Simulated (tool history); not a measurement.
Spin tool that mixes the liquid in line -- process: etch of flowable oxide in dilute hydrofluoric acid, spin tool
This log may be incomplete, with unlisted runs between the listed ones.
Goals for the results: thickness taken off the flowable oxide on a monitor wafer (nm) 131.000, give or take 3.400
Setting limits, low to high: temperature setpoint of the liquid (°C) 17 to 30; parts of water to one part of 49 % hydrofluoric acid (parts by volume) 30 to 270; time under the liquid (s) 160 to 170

| run | hour | temperature setpoint of the liquid (°C) | parts of water to one part of 49 % hydrofluoric acid (parts by volume) | time under the liquid (s) | thickness taken off the flowable oxide on a monitor wafer (nm) |
|---|---|---|---|---|---|
| 1 | 0.0 | 22 | 150 | 160 | 67.738 |
| 2 | 3.8 | 23 | 140 | 160 | 75.949 |
| 3 | 5.5 | 23 | 140 | 170 | 81.042 |
| 4 | 13.1 | 23 | 140 | 170 | 80.665 |
| 5 | 20.8 | 23 | 140 | 170 | 81.378 |
| 6 | 29.1 | 23 | 140 | 170 | 80.980 |
| 7 | 37.1 | 24 | 135 | 170 | 87.378 |
| 8 | 43.7 | 25 | 130 | 170 | 95.591 |

5 next moves are on the table. One of them brings every result within its allowed miss. Which?
| A | 50.3 | 21 | 135 | 165 | ? |
| B | 50.3 | 22 | 145 | 170 | ? |
| C | 50.3 | 21 | 85 | 170 | ? |
| D | 50.3 | 24 | 175 | 160 | ? |
| E | 50.3 | 26 | 110 | 165 | ? |

| move | thickness taken off the flowable oxide on a monitor wafer (nm) |
|---|---|
| A | 75.676 |
| B | 74.693 |
| C | 131.010 |
| D | 60.846 |
| E | 116.340 |
A: lands further from the targets than the last run did
B: lands further from the targets than the last run did
C: all results land within tolerance of their targets
D: lands further from the targets than the last run did
E: an improvement on the last run, though not all results are within tolerance
The move that meets every target is C.

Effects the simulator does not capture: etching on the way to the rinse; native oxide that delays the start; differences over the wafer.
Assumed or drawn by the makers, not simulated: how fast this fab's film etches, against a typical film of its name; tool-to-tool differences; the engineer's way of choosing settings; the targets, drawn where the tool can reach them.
